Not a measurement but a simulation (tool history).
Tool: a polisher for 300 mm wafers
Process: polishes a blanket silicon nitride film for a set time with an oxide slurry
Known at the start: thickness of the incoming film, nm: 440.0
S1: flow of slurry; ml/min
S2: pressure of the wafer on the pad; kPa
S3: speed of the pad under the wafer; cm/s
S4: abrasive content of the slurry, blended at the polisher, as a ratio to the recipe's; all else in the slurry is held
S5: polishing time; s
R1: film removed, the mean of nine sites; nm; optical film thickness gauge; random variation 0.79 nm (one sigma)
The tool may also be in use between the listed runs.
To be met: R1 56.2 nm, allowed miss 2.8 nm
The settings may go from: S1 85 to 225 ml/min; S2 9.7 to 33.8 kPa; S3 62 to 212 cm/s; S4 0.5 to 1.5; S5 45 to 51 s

| run | hour | S1 | S2 | S3 | S4 | S5 | R1 |
|---|---|---|---|---|---|---|---|
| 1 | 0 | 145 | 21.4 | 136 | 1 | 51 | 35.053 |
| 2 | 5.7 | 145 | 21.4 | 136 | 1 | 45 | 30.935 |
| 3 | 7.5 | 145 | 21.4 | 136 | 1 | 51 | 35.023 |
| 4 | 14.3 | 145 | 23.4 | 138 | 1 | 51 | 38.452 |
| 5 | 22.2 | 145 | 24.8 | 140 | 1 | 51 | 41.044 |
| 6 | 30 | 145 | 26.2 | 140 | 1 | 51 | 43.832 |
| 7 | 36.6 | 145 | 26.9 | 140 | 1 | 51 | 45.409 |
| 8 | 38.9 | 145 | 27.6 | 140 | 1 | 51 | 45.588 |

4 next moves are on the table. One of them brings every result within its allowed miss. Which?
| A | 41.2 | 180 | 28.3 | 144 | 1.1 | 49 | ? |
| B | 41.2 | 125 | 20 | 168 | 1.1 | 46 | ? |
| C | 41.2 | 140 | 25.5 | 148 | 0.95 | 45 | ? |
| D | 41.2 | 165 | 30.3 | 160 | 0.95 | 51 | ? |

| move | R1 |
|---|---|
| A | 51.192 |
| B | 36.955 |
| C | 38.691 |
| D | 56.509 |
A: nearer than the last run, and not there yet
B: further off than the last run
C: further off than the last run
D: meets every target
Move D is the one to make.
